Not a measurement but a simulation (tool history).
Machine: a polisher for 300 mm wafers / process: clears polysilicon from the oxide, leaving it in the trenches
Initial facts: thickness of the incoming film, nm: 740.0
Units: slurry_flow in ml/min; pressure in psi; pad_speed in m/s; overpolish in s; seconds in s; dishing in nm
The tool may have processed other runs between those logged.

run 1 day=0 | slurry_flow=125 pressure=3.5 pad_speed=0.82 overpolish=18 | seconds=54.053 dishing=20.141
run 2 day=0.2 | slurry_flow=125 pressure=3.5 pad_speed=1 overpolish=18 | seconds=46.853 dishing=18.837
run 3 day=0.346 | slurry_flow=115 pressure=3.5 pad_speed=1 overpolish=18 | seconds=47.6 dishing=20.679
run 4 day=0.683 | slurry_flow=115 pressure=3.7 pad_speed=1 overpolish=18 | seconds=45.314 dishing=19.847
run 5 day=0.996 | slurry_flow=110 pressure=4 pad_speed=1 overpolish=18 | seconds=41.589 dishing=19.323
run 6 day=1.125 | slurry_flow=110 pressure=4 pad_speed=1.1 overpolish=18 | seconds=38.629 dishing=20.171
run 7 day=1.354 | slurry_flow=110 pressure=4.1 pad_speed=1.1 overpolish=18 | seconds=38.355 dishing=19.937
run 8 day=1.5 | slurry_flow=110 pressure=4.2 pad_speed=1.12 overpolish=18 | seconds=38.008 dishing=20.012
run 9 day=1.842 | slurry_flow=110 pressure=4.3 pad_speed=1.14 overpolish=18 | seconds=34.996 dishing=18.918

Forecast run 10:
run 10 day=2.038 | slurry_flow=105 pressure=4.3 pad_speed=1.16 overpolish=18 | seconds=? dishing=?

For run 10 the tool returned seconds 36.04 s, dishing 19.04 nm.
